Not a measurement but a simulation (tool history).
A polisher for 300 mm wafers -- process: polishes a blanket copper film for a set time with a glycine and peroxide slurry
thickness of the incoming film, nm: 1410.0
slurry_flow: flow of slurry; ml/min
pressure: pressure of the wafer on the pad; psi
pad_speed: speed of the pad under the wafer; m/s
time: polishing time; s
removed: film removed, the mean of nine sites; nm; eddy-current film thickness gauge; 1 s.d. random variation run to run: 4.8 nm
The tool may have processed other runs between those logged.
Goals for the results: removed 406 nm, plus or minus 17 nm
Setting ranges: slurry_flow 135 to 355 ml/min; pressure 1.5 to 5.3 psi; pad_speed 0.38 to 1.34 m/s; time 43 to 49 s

run	day	slurry_flow	pressure	pad_speed	time	removed
1	0	225	3.4	0.86	49	305.22
2	0.15	225	3.7	0.86	49	322.05
3	0.383	225	3.7	0.86	43	282.21
4	0.442	225	4.2	0.9	43	332.38
5	0.604	200	4.2	0.9	43	328.69
6	0.633	170	4.2	0.9	43	314.33
7	0.775	190	4.5	0.9	43	351.2
8	0.912	240	4.9	0.9	43	384.42
9	1	240	5	0.9	43	387.25

Exercise: of the 5 proposed moves below, exactly one satisfies all targets within the stated allowed misses. Which move is it?
A	1.088	190	3.5	1.04	49	?
B	1.088	330	5.1	0.66	48	?
C	1.088	250	5.1	0.84	43	?
D	1.088	225	5.3	0.9	43	?
E	1.088	240	5.3	0.72	49	?

move	removed
A	355.35
B	343.04
C	369.7
D	402.36
E	379.36
A: misses by more than the last run did
B: misses by more than the last run did
C: misses by more than the last run did
D: each result inside its tolerance
E: misses by more than the last run did
Go with D: it meets all targets.
